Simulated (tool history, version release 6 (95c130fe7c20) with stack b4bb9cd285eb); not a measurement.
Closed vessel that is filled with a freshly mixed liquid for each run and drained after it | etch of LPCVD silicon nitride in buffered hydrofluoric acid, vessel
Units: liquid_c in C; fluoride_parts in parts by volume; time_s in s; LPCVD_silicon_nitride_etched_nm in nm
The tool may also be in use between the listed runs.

| run | hour | liquid_c | fluoride_parts | time_s | LPCVD_silicon_nitride_etched_nm |
|---|---|---|---|---|---|
| 1 | 0 | 21 | 9 | 220 | 2.1955 |
| 2 | 4.8 | 20.5 | 9.5 | 220 | 1.9985 |
| 3 | 11.4 | 18 | 9.5 | 220 | 1.7839 |
| 4 | 14.4 | 18 | 10 | 220 | 1.7143 |
| 5 | 18.8 | 17 | 10 | 220 | 1.6259 |
| 6 | 24.9 | 17 | 10.5 | 220 | 1.5534 |

Run 7 comes next. What will it give?
| 7 | 32.2 | 17 | 11 | 220 | ? |

Run 7 gave LPCVD_silicon_nitride_etched_nm 1.4613 nm.
